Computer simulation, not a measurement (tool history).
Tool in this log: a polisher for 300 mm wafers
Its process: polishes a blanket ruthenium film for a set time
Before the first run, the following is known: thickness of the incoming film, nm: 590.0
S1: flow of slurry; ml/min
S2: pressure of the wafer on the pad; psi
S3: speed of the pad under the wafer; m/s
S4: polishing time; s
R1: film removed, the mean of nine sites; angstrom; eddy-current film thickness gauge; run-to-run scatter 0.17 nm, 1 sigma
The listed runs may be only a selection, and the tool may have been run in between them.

| run | hour | S1 | S2 | S3 | S4 | R1 |
|---|---|---|---|---|---|---|
| 1 | 0 | 195 | 2.7 | 1.12 | 46 | 754.53 |
| 2 | 5.3 | 170 | 2.3 | 0.94 | 46 | 526.37 |
| 3 | 8.2 | 160 | 2 | 0.84 | 46 | 413.65 |
| 4 | 10.1 | 160 | 2 | 1 | 46 | 488.39 |
| 5 | 15.1 | 185 | 2 | 1 | 46 | 499.61 |
| 6 | 16.2 | 185 | 2 | 1.12 | 46 | 555.37 |
| 7 | 20 | 175 | 1.8 | 0.96 | 46 | 430.58 |
| 8 | 21 | 170 | 1.7 | 0.86 | 46 | 364.33 |
| 9 | 23.6 | 170 | 1.6 | 0.8 | 46 | 321.87 |
| 10 | 24.4 | 170 | 1.5 | 0.76 | 46 | 284.2 |

Estimate the outcome of run 11 from the log above:
| 11 | 25.5 | 170 | 1.4 | 0.74 | 46 | ? |

R1: 263.83 angstrom
